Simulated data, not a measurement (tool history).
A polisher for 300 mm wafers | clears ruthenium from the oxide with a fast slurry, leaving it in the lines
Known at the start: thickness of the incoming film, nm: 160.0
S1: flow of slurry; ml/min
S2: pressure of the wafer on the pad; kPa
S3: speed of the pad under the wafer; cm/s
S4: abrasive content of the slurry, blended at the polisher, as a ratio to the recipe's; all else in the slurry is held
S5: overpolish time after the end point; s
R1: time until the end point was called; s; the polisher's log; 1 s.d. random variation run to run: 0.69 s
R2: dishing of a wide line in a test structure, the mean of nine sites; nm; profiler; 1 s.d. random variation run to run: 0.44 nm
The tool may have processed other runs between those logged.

Run 1, hour 0: S1 260 ml/min, S2 22.8 kPa, S3 110 cm/s, S4 1, S5 19 s. Result: R1 40.366 s, R2 45.928 nm.
Run 2, hour 7.7: S1 260 ml/min, S2 22.1 kPa, S3 110 cm/s, S4 1, S5 18 s. Result: R1 41.271 s, R2 46.455 nm.
Run 3, hour 8.3: S1 260 ml/min, S2 22.1 kPa, S3 110 cm/s, S4 0.9, S5 18 s. Result: R1 42.825 s, R2 45.779 nm.
Run 4, hour 10.8: S1 260 ml/min, S2 22.1 kPa, S3 110 cm/s, S4 1.05, S5 18 s. Result: R1 39.96 s, R2 46.258 nm.
Run 5, hour 15: S1 250 ml/min, S2 22.8 kPa, S3 104 cm/s, S4 1.1, S5 17 s. Result: R1 41.036 s, R2 43.16 nm.
Run 6, hour 19.6: S1 250 ml/min, S2 25.5 kPa, S3 104 cm/s, S4 1.1, S5 17 s. Result: R1 36.739 s, R2 47.877 nm.

Run 7 has not been measured yet. What should we expect?
Run 7, hour 20.7: S1 240 ml/min, S2 24.1 kPa, S3 106 cm/s, S4 1.15, S5 16 s. Result: R1 ?, R2 ?.

R1: 36.8 s
R2: 46.592 nm
